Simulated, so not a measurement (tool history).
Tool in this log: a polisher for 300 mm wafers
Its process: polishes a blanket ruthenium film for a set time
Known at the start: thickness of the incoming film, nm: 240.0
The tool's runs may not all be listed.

| run | day | flow of slurry (ml/min) | pressure of the wafer on the pad (kPa) | speed of the pad under the wafer (m/s) | polishing time (s) | film removed (nm) |
|---|---|---|---|---|---|---|
| 1 | 0.000 | 240 | 15.2 | 0.86 | 50 | 42.851 |
| 2 | 0.192 | 240 | 15.9 | 0.86 | 50 | 43.320 |
| 3 | 0.496 | 240 | 15.9 | 0.72 | 50 | 37.050 |
| 4 | 0.542 | 240 | 16.5 | 0.72 | 50 | 39.615 |
| 5 | 0.771 | 280 | 16.5 | 0.72 | 50 | 39.815 |
| 6 | 1.033 | 225 | 16.5 | 0.72 | 50 | 38.497 |
| 7 | 1.221 | 230 | 17.2 | 0.72 | 50 | 40.670 |
| 8 | 1.483 | 230 | 17.9 | 0.72 | 50 | 42.413 |
| 9 | 1.754 | 230 | 18.6 | 0.72 | 50 | 43.925 |

What does the tool deliver on the next run?
| 10 | 2.033 | 230 | 19.3 | 0.72 | 50 | ? |

film removed (nm): 45.643

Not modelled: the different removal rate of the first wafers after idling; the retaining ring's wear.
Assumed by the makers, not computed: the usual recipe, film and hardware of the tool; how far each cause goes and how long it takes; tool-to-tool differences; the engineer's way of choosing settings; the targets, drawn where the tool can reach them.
